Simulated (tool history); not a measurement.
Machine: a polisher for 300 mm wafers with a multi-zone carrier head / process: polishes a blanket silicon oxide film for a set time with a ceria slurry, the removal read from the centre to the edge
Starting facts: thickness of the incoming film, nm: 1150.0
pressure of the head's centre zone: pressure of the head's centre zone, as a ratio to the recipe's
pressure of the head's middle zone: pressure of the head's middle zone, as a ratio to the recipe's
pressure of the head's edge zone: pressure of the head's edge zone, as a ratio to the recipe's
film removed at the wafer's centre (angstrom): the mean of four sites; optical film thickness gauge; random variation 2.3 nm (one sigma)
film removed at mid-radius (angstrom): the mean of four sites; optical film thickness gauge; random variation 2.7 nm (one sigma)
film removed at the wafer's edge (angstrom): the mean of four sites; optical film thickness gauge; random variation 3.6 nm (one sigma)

run,hour,flow of slurry (ml/min),pressure of the head's centre zone,pressure of the head's middle zone,pressure of the head's edge zone,polishing time (s),film removed at the wafer's centre (angstrom),film removed at mid-radius (angstrom),film removed at the wafer's edge (angstrom)
1,0,140,1,1,1,45,2977.5,3008.3,3002.1
2,2.4,175,1,1,1,45,3073,3191,3029.6
3,8.9,180,0.96,1.02,1.04,45,3027.6,3246.5,3104
4,17.4,180,0.92,1.05,1.07,45,2884.1,3300.3,3143.1
5,23.7,185,0.9,1.07,1.09,45,2891.4,3422.6,3219
6,27.1,185,0.9,1.07,1.04,45,2837.4,3360.3,3099.1
7,32.1,190,0.88,1.09,1.08,45,2793,3449.5,3203
8,35.6,195,0.87,1.1,1.1,45,2784.5,3500.5,3234.4

What does the tool deliver on the next run?
9,38.2,195,0.87,1.1,1.1,45,?,?,?

film removed at the wafer's centre (angstrom): 2750.7
film removed at mid-radius (angstrom): 3487.8
film removed at the wafer's edge (angstrom): 3208.7
